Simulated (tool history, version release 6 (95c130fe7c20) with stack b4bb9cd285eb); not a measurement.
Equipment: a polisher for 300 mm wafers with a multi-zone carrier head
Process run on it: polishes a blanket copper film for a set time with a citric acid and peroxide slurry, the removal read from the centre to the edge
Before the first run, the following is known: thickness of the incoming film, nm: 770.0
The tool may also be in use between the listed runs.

run    day  flow of slurry (ml/min)  pressure of the head's centre zone  pressure of the head's middle zone  pressure of the head's edge zone  abrasive content of the slurry  polishing time (s)  film removed at the wafer's centre (nm)  film removed at mid-radius (nm)  film removed at the wafer's edge (nm)
  1      0                      270                                   1                                   1                                 1                               1                  37                                    125.5                           131.83                                 129.64
  2  0.146                      270                                0.98                                1.03                              1.03                             1.1                  39                                   134.53                           148.77                                 143.76
  3  0.304                      275                                0.97                                1.06                              1.06                             1.2                  40                                   138.68                           158.31                                 151.47
  4   0.35                      275                                0.96                                1.08                              1.08                            1.25                  41                                    143.3                           162.93                                 156.27
  5    0.5                      275                                0.96                                1.08                              1.12                            1.25                  41                                   138.46                           171.03                                 158.63
  6  0.638                      230                                0.96                                1.08                              1.12                            1.25                  41                                   140.26                           165.03                                 156.54
     0.883  -- centre zone pressure recalibrated
  7  0.883                      240                                0.95                                 1.1                              1.14                             1.3                  42                                   152.19                           176.99                                 166.19
  8  1.154                      255                                0.93                                1.11                              1.15                            1.35                  43                                   153.93                              185                                 172.78
  9  1.467                      265                                0.91                                1.12                              1.16                            1.35                  44                                   154.85                           187.49                                 179.29

Forecast run 10:
 10  1.621                      285                                0.91                                1.14                              1.17                            1.35                  44                                        ?                                ?                                      ?

Run 10 came out at film removed at the wafer's centre (nm) 155.8, film removed at mid-radius (nm) 194.13, film removed at the wafer's edge (nm) 177.29.
